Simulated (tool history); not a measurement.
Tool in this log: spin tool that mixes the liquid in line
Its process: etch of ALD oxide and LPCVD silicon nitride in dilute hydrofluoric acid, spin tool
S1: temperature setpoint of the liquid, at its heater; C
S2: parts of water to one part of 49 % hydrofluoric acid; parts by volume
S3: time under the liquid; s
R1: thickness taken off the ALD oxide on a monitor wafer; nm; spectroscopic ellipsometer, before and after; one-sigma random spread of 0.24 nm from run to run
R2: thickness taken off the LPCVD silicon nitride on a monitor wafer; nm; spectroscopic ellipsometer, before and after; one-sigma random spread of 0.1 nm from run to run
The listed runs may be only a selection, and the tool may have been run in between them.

run	day	S1	S2	S3	R1	R2
1	0.000	22	70	75	10.9460	0.54565
2	0.354	20	70	75	10.1730	0.49126
3	0.446	20	70	105	14.0780	0.72425
4	0.567	20	70	75	10.0730	0.48607
# day 0.700: thermometer replaced
5	0.700	20	70	95	12.0200	0.60114
6	0.921	20	70	75	9.5057	0.43422
7	1.067	24	40	80	21.7920	1.07380

Run 8 comes next. What will it give?
8	1.383	26	40	80	?	?

Run 8 produced R1 23.4880 nm, R2 1.18570 nm.
